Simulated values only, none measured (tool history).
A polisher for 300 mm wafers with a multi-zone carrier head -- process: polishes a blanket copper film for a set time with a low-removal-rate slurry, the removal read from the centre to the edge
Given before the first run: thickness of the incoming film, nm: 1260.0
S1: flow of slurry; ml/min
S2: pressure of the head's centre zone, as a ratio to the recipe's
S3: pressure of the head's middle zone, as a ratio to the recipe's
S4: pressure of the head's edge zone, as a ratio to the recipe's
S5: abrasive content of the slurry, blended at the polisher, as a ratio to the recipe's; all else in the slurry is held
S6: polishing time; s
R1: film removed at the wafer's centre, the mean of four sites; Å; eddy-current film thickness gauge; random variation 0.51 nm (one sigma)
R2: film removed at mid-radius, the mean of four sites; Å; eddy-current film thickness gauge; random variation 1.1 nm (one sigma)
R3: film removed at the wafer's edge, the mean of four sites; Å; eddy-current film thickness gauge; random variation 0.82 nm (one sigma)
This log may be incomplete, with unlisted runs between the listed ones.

run 1 hour=0.0 | S1=290 S2=1.00 S3=1.00 S4=1.00 S5=1.00 S6=38 | R1=1563.40 R2=1661.00 R3=1596.10
run 2 hour=7.5 | S1=280 S2=0.95 S3=0.97 S4=0.99 S5=0.85 S6=33 | R1=1255.90 R2=1347.90 R3=1311.50
run 3 hour=10.1 | S1=265 S2=0.91 S3=0.96 S4=1.02 S5=0.75 S6=30 | R1=1041.00 R2=1175.40 R3=1184.00
run 4 hour=14.5 | S1=255 S2=0.88 S3=0.95 S4=1.01 S5=0.70 S6=28 | R1=926.65 R2=1082.30 R3=1068.20
run 5 hour=15.5 | S1=245 S2=0.86 S3=0.93 S4=1.01 S5=0.65 S6=27 | R1=857.95 R2=986.83 R3=1006.80
run 6 hour=21.2 | S1=245 S2=0.86 S3=0.93 S4=1.05 S5=0.65 S6=27 | R1=857.45 R2=996.33 R3=1039.20
run 7 hour=22.6 | S1=235 S2=0.85 S3=0.92 S4=1.04 S5=0.60 S6=26 | R1=803.13 R2=922.13 R3=968.32
run 8 hour=30.6 | S1=225 S2=0.84 S3=0.92 S4=1.04 S5=0.55 S6=26 | R1=768.94 R2=878.20 R3=943.96
run 9 hour=33.8 | S1=215 S2=0.83 S3=0.93 S4=1.03 S5=0.55 S6=26 | R1=748.02 R2=901.91 R3=927.32
run 10 hour=42.4 | S1=205 S2=0.82 S3=0.92 S4=1.02 S5=0.55 S6=26 | R1=731.17 R2=882.83 R3=928.25

For run 11, what comes out?
run 11 hour=50.3 | S1=205 S2=0.82 S3=0.91 S4=1.00 S5=0.55 S6=26 | R1=? R2=? R3=?

For run 11 the tool returned R1 727.87 Å, R2 875.43 Å, R3 909.89 Å.
